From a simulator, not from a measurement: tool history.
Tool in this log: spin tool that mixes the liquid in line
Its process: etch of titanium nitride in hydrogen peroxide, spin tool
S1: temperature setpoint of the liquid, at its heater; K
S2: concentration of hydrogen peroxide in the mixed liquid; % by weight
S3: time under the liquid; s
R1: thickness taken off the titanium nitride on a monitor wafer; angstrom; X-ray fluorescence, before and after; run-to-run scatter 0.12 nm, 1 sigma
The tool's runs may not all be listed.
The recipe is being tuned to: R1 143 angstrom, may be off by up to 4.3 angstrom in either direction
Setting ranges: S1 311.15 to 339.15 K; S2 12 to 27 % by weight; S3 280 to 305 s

run 1 hour=0 | S1=327.15 S2=18 S3=280 | R1=90.842
run 2 hour=8.5 | S1=329.15 S2=18 S3=280 | R1=105.83
run 3 hour=9.7 | S1=324.65 S2=18 S3=280 | R1=75.197
run 4 hour=12.9 | S1=327.15 S2=18 S3=280 | R1=91.733
run 5 hour=19 | S1=330.15 S2=18 S3=280 | R1=111.96
run 6 hour=25.8 | S1=330.15 S2=18 S3=305 | R1=121.45
run 7 hour=34 | S1=330.65 S2=18 S3=305 | R1=126.43
run 8 hour=36.9 | S1=331.15 S2=18 S3=305 | R1=132.67
run 9 hour=44.2 | S1=331.65 S2=18 S3=305 | R1=135.38

Pick the move, out of 5, that brings all results within their allowed miss; only one does.
run A hour=51.5 | S1=332.15 S2=19 S3=305 | R1=?
run B hour=51.5 | S1=331.65 S2=16 S3=305 | R1=?
run C hour=51.5 | S1=333.65 S2=16.5 S3=305 | R1=?
run D hour=51.5 | S1=333.65 S2=18.5 S3=305 | R1=?
run E hour=51.5 | S1=334.65 S2=12 S3=305 | R1=?

move=A R1=138.84
move=B R1=129.36
move=C R1=149.22
move=D R1=152.89
move=E R1=149.33
A: every result lands within tolerance
B: further off than the last run
C: moves the result that the last run missed by most past its target, out the other side
D: moves the result that the last run missed by most past its target, out the other side
E: moves the result that the last run missed by most past its target, out the other side
A is the move that brings every result within its allowed miss.

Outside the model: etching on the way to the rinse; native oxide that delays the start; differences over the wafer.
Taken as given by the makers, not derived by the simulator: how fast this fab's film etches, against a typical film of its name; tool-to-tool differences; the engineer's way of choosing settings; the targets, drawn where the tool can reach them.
